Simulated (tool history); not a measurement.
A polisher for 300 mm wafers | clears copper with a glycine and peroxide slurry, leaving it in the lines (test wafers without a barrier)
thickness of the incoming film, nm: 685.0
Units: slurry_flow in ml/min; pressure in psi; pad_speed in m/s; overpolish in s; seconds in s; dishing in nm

{"run": 1, "hour": 0.0, "slurry_flow": 275, "pressure": 2.8, "pad_speed": 1.26, "overpolish": 26, "seconds": 124.21, "dishing": 68.656}
{"run": 2, "hour": 8.5, "slurry_flow": 275, "pressure": 2.8, "pad_speed": 1.26, "overpolish": 33, "seconds": 124.21, "dishing": 75.977}
{"run": 3, "hour": 16.7, "slurry_flow": 275, "pressure": 2.6, "pad_speed": 1.26, "overpolish": 27, "seconds": 133.73, "dishing": 64.513}
{"run": 4, "hour": 20.5, "slurry_flow": 275, "pressure": 2.6, "pad_speed": 1.46, "overpolish": 27, "seconds": 118.64, "dishing": 71.262}
{"run": 5, "hour": 28.4, "slurry_flow": 275, "pressure": 2.4, "pad_speed": 1.46, "overpolish": 23, "seconds": 123.68, "dishing": 59.169}
{"run": 6, "hour": 33.4, "slurry_flow": 275, "pressure": 2.4, "pad_speed": 1.6, "overpolish": 23, "seconds": 117.02, "dishing": 63.326}
{"run": 7, "hour": 34.5, "slurry_flow": 275, "pressure": 2.2, "pad_speed": 1.6, "overpolish": 22, "seconds": 123.14, "dishing": 58.559}

Run 8 comes next. What will it give?
{"run": 8, "hour": 42.7, "slurry_flow": 275, "pressure": 2.0, "pad_speed": 1.6, "overpolish": 22, "seconds": "?", "dishing": "?"}

Run 8 gave seconds 137.84 s, dishing 57.050 nm.
